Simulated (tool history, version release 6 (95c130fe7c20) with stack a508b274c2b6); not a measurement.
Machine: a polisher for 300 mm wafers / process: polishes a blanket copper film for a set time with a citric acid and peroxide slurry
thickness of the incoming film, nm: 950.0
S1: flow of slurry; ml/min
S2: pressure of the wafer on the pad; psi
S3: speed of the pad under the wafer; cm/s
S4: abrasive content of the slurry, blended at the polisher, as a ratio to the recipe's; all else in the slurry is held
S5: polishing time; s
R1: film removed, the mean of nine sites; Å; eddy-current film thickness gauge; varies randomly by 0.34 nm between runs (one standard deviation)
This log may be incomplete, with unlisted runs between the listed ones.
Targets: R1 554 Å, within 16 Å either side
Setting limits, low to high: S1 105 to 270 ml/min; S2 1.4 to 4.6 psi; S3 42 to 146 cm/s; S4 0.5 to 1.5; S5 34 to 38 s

run,hour,S1,S2,S3,S4,S5,R1
1,0,175,3,94,1,38,891.14
2,5.9,170,2.8,94,1,38,841.18
3,10.7,170,2.6,94,1,38,785.16
4,19.5,170,2.2,94,1,38,688.87
5,26.6,170,2.2,94,0.85,38,661.3
6,29.4,170,2.1,94,0.85,38,638.67
7,31.8,170,2,94,0.85,38,619.97
8,34.7,170,1.9,94,0.85,38,592.39

Which one of the following 5 next-run settings gets every result inside its allowed miss? There is exactly one.
A,37.6,150,2.6,80,1,35,?
B,37.6,140,2.4,82,0.85,38,?
C,37.6,195,2.6,86,0.85,35,?
D,37.6,180,2.1,94,0.85,38,?
E,37.6,155,1.6,98,1.1,37,?

move,R1
A,626.37
B,611.6
C,659.56
D,639.8
E,551.03
A: moves away from the targets compared with the last run
B: moves away from the targets compared with the last run
C: moves away from the targets compared with the last run
D: moves away from the targets compared with the last run
E: meets every target
E meets every target.
